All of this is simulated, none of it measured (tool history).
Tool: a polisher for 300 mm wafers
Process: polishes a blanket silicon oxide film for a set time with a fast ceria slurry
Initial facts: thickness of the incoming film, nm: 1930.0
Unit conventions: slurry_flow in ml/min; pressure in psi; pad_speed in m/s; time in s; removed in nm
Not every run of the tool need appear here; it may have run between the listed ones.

run 1 hour=0 | slurry_flow=165 pressure=2.9 pad_speed=0.86 time=72 | removed=1119.6
run 2 hour=1.2 | slurry_flow=165 pressure=2.5 pad_speed=0.86 time=72 | removed=981.8
run 3 hour=10.2 | slurry_flow=145 pressure=2.5 pad_speed=0.86 time=72 | removed=942.61
run 4 hour=17.7 | slurry_flow=140 pressure=2.3 pad_speed=0.86 time=72 | removed=895.06
run 5 hour=22.8 | slurry_flow=140 pressure=2.3 pad_speed=1.06 time=72 | removed=1064.1
run 6 hour=30.8 | slurry_flow=135 pressure=2 pad_speed=1.04 time=72 | removed=898.55
run 7 hour=38.4 | slurry_flow=125 pressure=1.3 pad_speed=1.02 time=72 | removed=577.88

For run 8, what comes out?
run 8 hour=44.1 | slurry_flow=130 pressure=1.4 pad_speed=1.02 time=72 | removed=?

removed: 645.52 nm
